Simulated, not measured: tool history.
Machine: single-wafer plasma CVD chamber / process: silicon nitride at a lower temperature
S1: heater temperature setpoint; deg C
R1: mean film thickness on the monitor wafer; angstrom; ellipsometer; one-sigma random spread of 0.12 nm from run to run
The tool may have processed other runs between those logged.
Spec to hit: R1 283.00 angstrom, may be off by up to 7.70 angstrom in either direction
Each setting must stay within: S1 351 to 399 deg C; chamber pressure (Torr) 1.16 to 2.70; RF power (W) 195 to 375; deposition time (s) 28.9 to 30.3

Run 1, hour 0.0: S1 375 deg C, chamber pressure (Torr) 1.93, RF power (W) 285, deposition time (s) 30.3. Result: R1 320.97 angstrom.
Run 2, hour 1.8: S1 375 deg C, chamber pressure (Torr) 1.84, RF power (W) 280, deposition time (s) 30.2. Result: R1 311.98 angstrom.
Run 3, hour 10.3: S1 375 deg C, chamber pressure (Torr) 1.84, RF power (W) 280, deposition time (s) 28.9. Result: R1 297.43 angstrom.
Run 4, hour 16.4: S1 368 deg C, chamber pressure (Torr) 1.84, RF power (W) 280, deposition time (s) 28.9. Result: R1 300.56 angstrom.
Run 5, hour 23.5: S1 368 deg C, chamber pressure (Torr) 1.84, RF power (W) 280, deposition time (s) 28.9. Result: R1 297.96 angstrom.
Run 6, hour 30.3: S1 368 deg C, chamber pressure (Torr) 1.79, RF power (W) 280, deposition time (s) 28.9. Result: R1 296.07 angstrom.
Run 7, hour 37.6: S1 368 deg C, chamber pressure (Torr) 1.75, RF power (W) 280, deposition time (s) 28.9. Result: R1 295.93 angstrom.
Run 8, hour 41.2: S1 368 deg C, chamber pressure (Torr) 1.71, RF power (W) 280, deposition time (s) 28.9. Result: R1 291.10 angstrom.
At hour 42.1: thermocouple changed; heater temperature recalibrated.
Run 9, hour 42.1: S1 368 deg C, chamber pressure (Torr) 1.69, RF power (W) 280, deposition time (s) 28.9. Result: R1 291.12 angstrom.

Below are 4 possible settings for the next run. Only one of them brings all results inside the allowed miss of their targets. Which is it?
Run A, hour 43.0: S1 372 deg C, chamber pressure (Torr) 1.88, RF power (W) 280, deposition time (s) 28.9. Result: R1 ?.
Run B, hour 43.0: S1 375 deg C, chamber pressure (Torr) 1.53, RF power (W) 285, deposition time (s) 28.9. Result: R1 ?.
Run C, hour 43.0: S1 369 deg C, chamber pressure (Torr) 1.55, RF power (W) 295, deposition time (s) 29.7. Result: R1 ?.
Run D, hour 43.0: S1 362 deg C, chamber pressure (Torr) 2.23, RF power (W) 245, deposition time (s) 30.3. Result: R1 ?.

move      R1
   A  300.72
   B  282.71
   C  300.35
   D  301.55
A: lands further from the targets than the last run did
B: every result within its allowed miss
C: lands further from the targets than the last run did
D: lands further from the targets than the last run did
B meets every target.
